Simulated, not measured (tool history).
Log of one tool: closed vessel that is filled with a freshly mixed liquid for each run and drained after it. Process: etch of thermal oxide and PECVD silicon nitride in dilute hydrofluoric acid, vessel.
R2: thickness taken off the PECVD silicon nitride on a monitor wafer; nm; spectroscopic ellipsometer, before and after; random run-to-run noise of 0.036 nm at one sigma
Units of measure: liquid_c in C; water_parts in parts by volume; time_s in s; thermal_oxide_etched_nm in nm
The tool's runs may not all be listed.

run 1 hour=0 | liquid_c=23 water_parts=175 time_s=420 | thermal_oxide_etched_nm=8.9341 R2=11.482
run 2 hour=8 | liquid_c=23 water_parts=150 time_s=420 | thermal_oxide_etched_nm=10.766 R2=13.321
run 3 hour=12.9 | liquid_c=23 water_parts=105 time_s=420 | thermal_oxide_etched_nm=16.119 R2=18.953
run 4 hour=15.7 | liquid_c=21.5 water_parts=125 time_s=420 | thermal_oxide_etched_nm=12.397 R2=14.385
run 5 hour=20.4 | liquid_c=20.5 water_parts=135 time_s=420 | thermal_oxide_etched_nm=10.927 R2=12.562
run 6 hour=21.4 | liquid_c=20.5 water_parts=135 time_s=535 | thermal_oxide_etched_nm=13.987 R2=15.942

Predict the results of run 7:
run 7 hour=30.8 | liquid_c=19.5 water_parts=150 time_s=530 | thermal_oxide_etched_nm=? R2=?

thermal_oxide_etched_nm: 11.824 nm
R2: 13.26 nm
